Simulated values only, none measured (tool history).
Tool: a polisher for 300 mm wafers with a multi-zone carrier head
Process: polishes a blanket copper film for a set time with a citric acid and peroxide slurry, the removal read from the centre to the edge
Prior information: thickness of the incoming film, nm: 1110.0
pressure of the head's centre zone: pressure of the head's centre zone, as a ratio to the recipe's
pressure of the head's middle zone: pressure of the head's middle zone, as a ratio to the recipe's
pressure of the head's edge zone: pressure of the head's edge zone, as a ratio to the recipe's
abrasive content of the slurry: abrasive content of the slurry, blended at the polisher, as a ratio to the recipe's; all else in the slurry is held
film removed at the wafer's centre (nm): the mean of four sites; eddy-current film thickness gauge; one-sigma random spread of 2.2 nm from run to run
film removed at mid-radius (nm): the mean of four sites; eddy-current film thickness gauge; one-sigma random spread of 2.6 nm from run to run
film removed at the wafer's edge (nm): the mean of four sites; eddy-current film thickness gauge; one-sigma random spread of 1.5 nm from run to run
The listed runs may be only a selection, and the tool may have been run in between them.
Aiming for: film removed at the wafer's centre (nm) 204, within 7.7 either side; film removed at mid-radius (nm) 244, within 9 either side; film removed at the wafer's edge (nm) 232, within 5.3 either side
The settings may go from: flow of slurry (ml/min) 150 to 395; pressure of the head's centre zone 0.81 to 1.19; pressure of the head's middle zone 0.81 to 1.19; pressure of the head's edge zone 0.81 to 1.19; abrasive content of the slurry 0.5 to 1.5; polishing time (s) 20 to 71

run  hour  flow of slurry (ml/min)  pressure of the head's centre zone  pressure of the head's middle zone  pressure of the head's edge zone  abrasive content of the slurry  polishing time (s)  film removed at the wafer's centre (nm)  film removed at mid-radius (nm)  film removed at the wafer's edge (nm)
  1     0                      250                                   1                                   1                                 1                               1                  45                                   143.17                           147.57                                  148.5
  2   5.8                      255                                   1                                1.02                              1.03                             1.1                  47                                    155.4                           162.47                                 160.93
  3   7.3                      260                                0.99                                1.03                              1.05                            1.15                  49                                   160.46                           171.51                                 171.72
  4  15.4                      260                                0.99                                1.07                              1.05                            1.15                  49                                   162.71                           174.91                                 173.66
  5  16.5                      260                                1.05                                1.07                              1.05                            1.15                  49                                   168.97                           171.86                                 172.53
  6  21.3                      260                                1.05                                1.07                              1.05                               1                  49                                   169.72                           169.79                                 167.36
  7  28.6                      270                                1.04                                1.09                              1.06                             1.1                  50                                   173.89                           181.36                                 175.45
  8  32.4                      275                                1.03                                 1.1                              1.08                            1.15                  51                                    174.6                           185.18                                 182.17
  9  39.6                      280                                1.02                                1.11                              1.08                             1.2                  52                                   181.43                           191.61                                 188.78
 10  42.3                      280                                   1                                1.12                              1.08                            1.25                  53                                   176.92                           202.88                                 195.09
 11  45.4                      285                                1.01                                1.13                              1.09                             1.3                  54                                   187.56                           209.65                                 200.14
 12  46.9                      285                                1.01                                1.14                               1.1                            1.35                  55                                   196.01                            214.3                                 207.16
 13  50.2                      290                                   1                                1.15                              1.11                             1.4                  55                                   193.91                           215.51                                 207.34

Of the 4 settings listed for the next run, only one would bring every result within its allowed miss of target. Which one?
  A  53.5                      305                                0.83                                1.12                              1.19                            1.35                  62                                        ?                                ?                                      ?
  B  53.5                      250                                0.86                                1.13                              1.07                            1.45                  62                                        ?                                ?                                      ?
  C  53.5                      395                                0.93                                1.13                              1.08                            1.45                  60                                        ?                                ?                                      ?
  D  53.5                      390                                0.88                                1.02                              1.14                             1.5                  58                                        ?                                ?                                      ?

move  film removed at the wafer's centre (nm)  film removed at mid-radius (nm)  film removed at the wafer's edge (nm)
   A                                   179.13                           243.79                                 239.95
   B                                   183.73                            243.7                                 226.98
   C                                   201.63                           246.79                                 228.56
   D                                   185.93                           224.21                                 228.95
A: carries the result that was furthest off beyond its target, to the other side
B: gets the furthest-off result to its target, but another result is out of tolerance
C: each result inside its tolerance
D: gets the furthest-off result to its target, but another result is out of tolerance
C is the move that brings every result within its allowed miss.

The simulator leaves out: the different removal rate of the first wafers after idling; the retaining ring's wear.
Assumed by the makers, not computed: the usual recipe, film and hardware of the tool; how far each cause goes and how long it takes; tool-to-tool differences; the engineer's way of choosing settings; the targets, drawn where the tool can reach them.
